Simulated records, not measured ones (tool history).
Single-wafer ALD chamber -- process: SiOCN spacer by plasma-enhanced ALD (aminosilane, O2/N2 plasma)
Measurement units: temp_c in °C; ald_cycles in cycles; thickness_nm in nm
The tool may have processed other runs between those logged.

run,hour,temp_c,ald_cycles,thickness_nm
1,0,385,55,3.3411
2,1.3,385,63,3.8126
3,5.4,385,58,3.5173
4,9.5,385,52,3.1376
5,13.4,395,52,3.1581
6,14.6,395,57,3.4599
7,20.9,395,60,3.6438
8,21.8,395,62,3.7432

Run 9 is up next; what results do you expect?
9,22.9,395,64,?

thickness_nm: 3.8891 nm
